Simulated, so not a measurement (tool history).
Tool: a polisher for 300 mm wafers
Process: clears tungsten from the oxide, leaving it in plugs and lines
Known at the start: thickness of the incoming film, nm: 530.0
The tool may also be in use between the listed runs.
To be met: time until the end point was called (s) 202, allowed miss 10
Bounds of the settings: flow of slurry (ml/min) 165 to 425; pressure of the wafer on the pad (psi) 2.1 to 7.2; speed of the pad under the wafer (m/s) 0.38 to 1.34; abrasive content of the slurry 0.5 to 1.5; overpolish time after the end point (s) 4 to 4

run  hour  flow of slurry (ml/min)  pressure of the wafer on the pad (psi)  speed of the pad under the wafer (m/s)  abrasive content of the slurry  overpolish time after the end point (s)  time until the end point was called (s)
  1     0                      275                                     4.6                                    0.86                               1                                        4                                   93.443
  2   3.5                      275                                     4.6                                    0.86                               1                                        4                                   95.686
  3  11.9                      275                                     4.2                                    0.84                               1                                        4                                      104
  4  12.6                      325                                     4.2                                    0.84                               1                                        4                                   104.42
  5  18.3                      325                                     3.9                                     0.8                               1                                        4                                   115.39
  6  21.2                      325                                       3                                     0.8                               1                                        4                                   145.92
  7  29.3                      320                                     2.1                                     0.7                               1                                        4                                   224.62
  8  33.9                      325                                     2.1                                     0.7                               1                                        4                                   227.12
  9    36                      325                                     2.7                                    0.72                               1                                        4                                   172.13

Which of these 4 next moves meets every target?
  A  38.1                      355                                     2.7                                     0.6                            1.05                                        4                                        ?
  B  38.1                      260                                     2.6                                    0.68                             1.2                                        4                                        ?
  C  38.1                      345                                     2.9                                    0.68                            0.95                                        4                                        ?
  D  38.1                      345                                     2.9                                    0.66                            0.95                                        4                                        ?

move  time until the end point was called (s)
   A                                   208.74
   B                                   189.34
   C                                   179.88
   D                                   185.12
A: meets every target
B: nearer than the last run, and not there yet
C: nearer than the last run, and not there yet
D: nearer than the last run, and not there yet
Answer: A

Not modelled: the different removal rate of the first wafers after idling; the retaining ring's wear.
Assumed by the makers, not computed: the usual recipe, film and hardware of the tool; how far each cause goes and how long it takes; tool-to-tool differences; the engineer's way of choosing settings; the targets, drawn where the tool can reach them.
